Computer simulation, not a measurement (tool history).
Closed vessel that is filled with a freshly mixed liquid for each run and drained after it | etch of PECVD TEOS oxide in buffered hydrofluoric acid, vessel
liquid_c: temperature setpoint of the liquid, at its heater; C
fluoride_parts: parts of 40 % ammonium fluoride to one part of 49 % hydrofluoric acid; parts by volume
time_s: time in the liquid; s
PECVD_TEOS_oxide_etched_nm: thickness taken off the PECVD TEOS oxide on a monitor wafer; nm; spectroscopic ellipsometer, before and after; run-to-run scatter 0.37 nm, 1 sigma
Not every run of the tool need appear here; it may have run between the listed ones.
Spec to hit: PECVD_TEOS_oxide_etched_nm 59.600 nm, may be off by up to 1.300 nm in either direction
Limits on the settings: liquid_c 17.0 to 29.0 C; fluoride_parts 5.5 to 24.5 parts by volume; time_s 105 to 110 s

Run 1, day 0.000: liquid_c 21.0 C, fluoride_parts 15.0 parts by volume, time_s 105 s. Result: PECVD_TEOS_oxide_etched_nm 86.347 nm.
Run 2, day 0.208: liquid_c 19.5 C, fluoride_parts 15.0 parts by volume, time_s 105 s. Result: PECVD_TEOS_oxide_etched_nm 79.716 nm.
Run 3, day 0.492: liquid_c 19.0 C, fluoride_parts 15.5 parts by volume, time_s 105 s. Result: PECVD_TEOS_oxide_etched_nm 74.401 nm.
Run 4, day 0.850: liquid_c 19.0 C, fluoride_parts 18.5 parts by volume, time_s 105 s. Result: PECVD_TEOS_oxide_etched_nm 63.363 nm.
Run 5, day 1.179: liquid_c 22.5 C, fluoride_parts 18.5 parts by volume, time_s 105 s. Result: PECVD_TEOS_oxide_etched_nm 76.405 nm.
Run 6, day 1.296: liquid_c 22.5 C, fluoride_parts 18.5 parts by volume, time_s 105 s. Result: PECVD_TEOS_oxide_etched_nm 77.358 nm.
Run 7, day 1.604: liquid_c 22.5 C, fluoride_parts 18.5 parts by volume, time_s 105 s. Result: PECVD_TEOS_oxide_etched_nm 76.899 nm.
Run 8, day 1.942: liquid_c 21.5 C, fluoride_parts 18.5 parts by volume, time_s 105 s. Result: PECVD_TEOS_oxide_etched_nm 72.207 nm.
Run 9, day 2.154: liquid_c 20.5 C, fluoride_parts 18.5 parts by volume, time_s 105 s. Result: PECVD_TEOS_oxide_etched_nm 68.670 nm.
Run 10, day 2.521: liquid_c 20.0 C, fluoride_parts 18.5 parts by volume, time_s 105 s. Result: PECVD_TEOS_oxide_etched_nm 67.273 nm.
Run 11, day 2.629: liquid_c 19.5 C, fluoride_parts 18.5 parts by volume, time_s 105 s. Result: PECVD_TEOS_oxide_etched_nm 64.674 nm.

Below are 5 possible settings for the next run. Only one of them brings all results inside the allowed miss of their targets. Which is it?
Run A, day 2.738: liquid_c 19.0 C, fluoride_parts 18.5 parts by volume, time_s 105 s. Result: PECVD_TEOS_oxide_etched_nm ?.
Run B, day 2.738: liquid_c 19.5 C, fluoride_parts 20.0 parts by volume, time_s 105 s. Result: PECVD_TEOS_oxide_etched_nm ?.
Run C, day 2.738: liquid_c 18.5 C, fluoride_parts 20.0 parts by volume, time_s 105 s. Result: PECVD_TEOS_oxide_etched_nm ?.
Run D, day 2.738: liquid_c 18.5 C, fluoride_parts 20.5 parts by volume, time_s 105 s. Result: PECVD_TEOS_oxide_etched_nm ?.
Run E, day 2.738: liquid_c 18.5 C, fluoride_parts 17.5 parts by volume, time_s 110 s. Result: PECVD_TEOS_oxide_etched_nm ?.

move  PECVD_TEOS_oxide_etched_nm
   A                      63.264
   B                      60.248
   C                      56.937
   D                      55.975
   E                      68.062
A: gains on the last run, yet a result remains outside its allowed miss
B: every result lands within tolerance
C: takes the biggest miss from the last run beyond its target
D: takes the biggest miss from the last run beyond its target
E: lands further from the targets than the last run did
Answer: B
